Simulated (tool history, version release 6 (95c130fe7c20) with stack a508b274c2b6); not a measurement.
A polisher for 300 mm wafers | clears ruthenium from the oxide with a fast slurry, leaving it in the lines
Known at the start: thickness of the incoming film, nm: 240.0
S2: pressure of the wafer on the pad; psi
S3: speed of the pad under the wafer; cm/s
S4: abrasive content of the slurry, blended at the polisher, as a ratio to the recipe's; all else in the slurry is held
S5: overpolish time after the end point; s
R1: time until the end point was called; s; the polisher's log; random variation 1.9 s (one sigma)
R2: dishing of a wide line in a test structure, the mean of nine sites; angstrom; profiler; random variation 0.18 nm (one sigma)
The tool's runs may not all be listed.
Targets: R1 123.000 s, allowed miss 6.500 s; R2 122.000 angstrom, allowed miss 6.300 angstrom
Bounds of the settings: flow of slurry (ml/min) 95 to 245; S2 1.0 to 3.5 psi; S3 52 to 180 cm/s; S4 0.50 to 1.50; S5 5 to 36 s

{"run": 1, "day": 0.0, "flow of slurry (ml/min)": 155, "S2": 2.2, "S3": 116, "S4": 1.0, "S5": 18, "R1": 71.004, "R2": 472.59}
{"run": 2, "day": 0.358, "flow of slurry (ml/min)": 155, "S2": 2.2, "S3": 116, "S4": 1.1, "S5": 18, "R1": 67.158, "R2": 486.27}
{"run": 3, "day": 0.612, "flow of slurry (ml/min)": 150, "S2": 1.9, "S3": 104, "S4": 1.2, "S5": 15, "R1": 82.73, "R2": 353.88}
{"run": 4, "day": 0.921, "flow of slurry (ml/min)": 145, "S2": 1.7, "S3": 96, "S4": 1.3, "S5": 12, "R1": 95.416, "R2": 260.75}
{"run": 5, "day": 1.171, "flow of slurry (ml/min)": 170, "S2": 1.7, "S3": 96, "S4": 1.3, "S5": 12, "R1": 93.879, "R2": 259.99}
{"run": 6, "day": 1.396, "flow of slurry (ml/min)": 190, "S2": 1.6, "S3": 90, "S4": 1.35, "S5": 10, "R1": 101.07, "R2": 204.71}
{"run": 7, "day": 1.646, "flow of slurry (ml/min)": 220, "S2": 1.1, "S3": 80, "S4": 1.5, "S5": 5, "R1": 148.38, "R2": 73.528}
{"run": 8, "day": 1.833, "flow of slurry (ml/min)": 205, "S2": 1.2, "S3": 80, "S4": 1.45, "S5": 5, "R1": 137.64, "R2": 78.396}
{"run": 9, "day": 2.188, "flow of slurry (ml/min)": 205, "S2": 1.3, "S3": 80, "S4": 1.4, "S5": 6, "R1": 132.33, "R2": 100.02}
{"run": 10, "day": 2.312, "flow of slurry (ml/min)": 205, "S2": 1.4, "S3": 80, "S4": 1.35, "S5": 6, "R1": 120.8, "R2": 104.69}
{"run": 11, "day": 2.442, "flow of slurry (ml/min)": 195, "S2": 1.4, "S3": 80, "S4": 1.4, "S5": 6, "R1": 121.65, "R2": 104.74}
{"run": 12, "day": 2.583, "flow of slurry (ml/min)": 185, "S2": 1.4, "S3": 80, "S4": 1.4, "S5": 10, "R1": 126.29, "R2": 168.25}

4 next moves are on the table. One of them brings every result within its allowed miss. Which?
{"run": "A", "day": 2.725, "flow of slurry (ml/min)": 200, "S2": 1.8, "S3": 58, "S4": 1.35, "S5": 7, "R1": "?", "R2": "?"}
{"run": "B", "day": 2.725, "flow of slurry (ml/min)": 140, "S2": 2.0, "S3": 52, "S4": 1.35, "S5": 17, "R1": "?", "R2": "?"}
{"run": "C", "day": 2.725, "flow of slurry (ml/min)": 145, "S2": 1.3, "S3": 90, "S4": 1.45, "S5": 6, "R1": "?", "R2": "?"}
{"run": "D", "day": 2.725, "flow of slurry (ml/min)": 215, "S2": 1.8, "S3": 54, "S4": 1.5, "S5": 16, "R1": "?", "R2": "?"}

move=A R1=124.200 R2=121.350
move=B R1=127.630 R2=270.590
move=C R1=124.050 R2=104.770
move=D R1=124.020 R2=262.900
A: meets every target
B: further off than the last run
C: takes the result that was furthest off past its target
D: further off than the last run
The right move is A.
